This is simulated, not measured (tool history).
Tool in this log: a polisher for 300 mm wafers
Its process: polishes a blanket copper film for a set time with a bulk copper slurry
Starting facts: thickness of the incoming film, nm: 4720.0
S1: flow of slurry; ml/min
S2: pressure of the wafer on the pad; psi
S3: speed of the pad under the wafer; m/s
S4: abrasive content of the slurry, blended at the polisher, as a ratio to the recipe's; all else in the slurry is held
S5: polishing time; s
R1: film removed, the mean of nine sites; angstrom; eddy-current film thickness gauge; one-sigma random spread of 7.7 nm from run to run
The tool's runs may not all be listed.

run	day	S1	S2	S3	S4	S5	R1
1	0	210	2.9	1.06	1	50	6013.7
2	0.133	210	2.5	1.06	1	50	5560.5
3	0.283	210	2	1.06	1	50	4826.6
4	0.417	215	2.4	1.06	1	50	5404.1
5	0.612	215	2.4	1.06	1	50	5364.2
6	0.721	215	2.4	1.06	1.1	50	5425.9
7	0.942	240	3.2	1.08	1.1	50	6767
8	1.129	240	3.4	1.08	1.1	50	7154.7
9	1.396	240	3.6	1.08	1.1	50	7342.8
10	1.658	240	3.8	1.08	1.1	50	7581.5
11	1.804	245	3.9	1.08	1.1	50	7773.3
12	2.079	245	4	1.1	1.1	50	8118.7
13	2.379	245	4.1	1.1	1.1	50	8325.9
14	2.567	245	4.2	1.1	1.1	50	8447.5

What will run 15 give?
15	2.679	245	4.3	1.1	1.1	50	?

{"run 15": {"R1": 8547.3}}
